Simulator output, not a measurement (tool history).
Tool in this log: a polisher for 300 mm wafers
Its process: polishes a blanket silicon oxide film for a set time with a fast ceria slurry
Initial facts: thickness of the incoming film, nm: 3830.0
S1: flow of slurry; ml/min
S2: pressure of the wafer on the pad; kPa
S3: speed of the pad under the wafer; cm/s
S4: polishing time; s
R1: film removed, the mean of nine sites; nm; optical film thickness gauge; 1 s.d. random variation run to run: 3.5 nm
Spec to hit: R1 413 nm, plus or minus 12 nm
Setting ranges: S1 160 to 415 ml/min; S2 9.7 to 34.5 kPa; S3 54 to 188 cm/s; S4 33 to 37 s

run	hour	S1	S2	S3	S4	R1
1	0	265	22.1	120	37	816.21
2	4.3	265	22.1	92	37	633.49
3	7.3	265	24.8	92	37	706.21
4	12.5	265	22.8	92	37	653.29
5	21.2	265	20.7	92	37	591.12
6	21.9	265	19.3	92	37	557.45
7	26.7	265	17.9	92	37	516.06
8	28.9	265	17.2	92	37	502.37
9	36.8	265	16.5	92	37	488.76
# hour 39: head pressure recalibrated
10	39	265	15.9	92	37	428.23
11	41.8	260	15.9	92	37	423.92
12	43.8	255	15.9	92	37	423.78
13	51.2	250	15.9	92	37	431.86
14	57.8	245	15.9	92	37	431.9
15	63	240	15.9	92	37	428.85

Which one of the following 4 next-run settings gets every result inside its allowed miss? There is exactly one.
A	68.2	270	17.2	92	37	?
B	68.2	215	16.5	98	36	?
C	68.2	260	15.2	100	37	?
D	68.2	270	10.3	132	37	?

move	R1
A	468.67
B	452.91
C	447.34
D	408.84
A: the biggest miss grows against the last run
B: the biggest miss grows against the last run
C: the biggest miss grows against the last run
D: meets every target
D is the move that brings every result within its allowed miss.

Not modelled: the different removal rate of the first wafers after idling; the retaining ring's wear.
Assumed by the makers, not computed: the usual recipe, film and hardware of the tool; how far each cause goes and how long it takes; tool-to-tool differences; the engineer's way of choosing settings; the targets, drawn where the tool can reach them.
